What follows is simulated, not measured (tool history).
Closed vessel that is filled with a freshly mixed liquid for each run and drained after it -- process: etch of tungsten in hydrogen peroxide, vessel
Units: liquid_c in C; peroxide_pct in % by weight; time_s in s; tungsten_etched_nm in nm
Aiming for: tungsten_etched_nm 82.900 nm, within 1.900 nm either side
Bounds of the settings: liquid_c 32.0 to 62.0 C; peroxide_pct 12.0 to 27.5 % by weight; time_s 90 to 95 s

run    day  liquid_c  peroxide_pct  time_s  tungsten_etched_nm
  1  0.000      46.0          18.5      90             201.130
  2  0.254      46.0          20.5      90             212.170
  3  0.417      46.0          18.5      90             201.470
  4  0.517      46.0          18.5      90             202.800
  5  0.779      41.0          18.0      90             145.200
  6  1.054      38.0          18.0      90             119.740
  7  1.383      36.0          18.0      90             106.090
  8  1.517      34.5          18.0      90              94.076
  9  1.683      34.0          18.0      90              91.124
 10  1.833      32.0          18.0      90              78.916
     2.162  -- thermometer replaced
 11  2.162      33.0          18.0      90              78.232
 12  2.438      33.5          18.0      90              80.198

Exactly one of the 5 candidate moves below puts every result within its allowed miss. Which one?
  A  2.712      32.0          20.5      90                   ?
  B  2.712      32.5          22.0      90                   ?
  C  2.712      35.0          12.5      95                   ?
  D  2.712      33.0          16.5      95                   ?
  E  2.712      32.5          18.0      90                   ?

move  tungsten_etched_nm
   A              77.922
   B              83.532
   C              78.732
   D              79.009
   E              75.557
A: further off than the last run
B: in spec on every target
C: further off than the last run
D: further off than the last run
E: further off than the last run
Move B is the one to make.

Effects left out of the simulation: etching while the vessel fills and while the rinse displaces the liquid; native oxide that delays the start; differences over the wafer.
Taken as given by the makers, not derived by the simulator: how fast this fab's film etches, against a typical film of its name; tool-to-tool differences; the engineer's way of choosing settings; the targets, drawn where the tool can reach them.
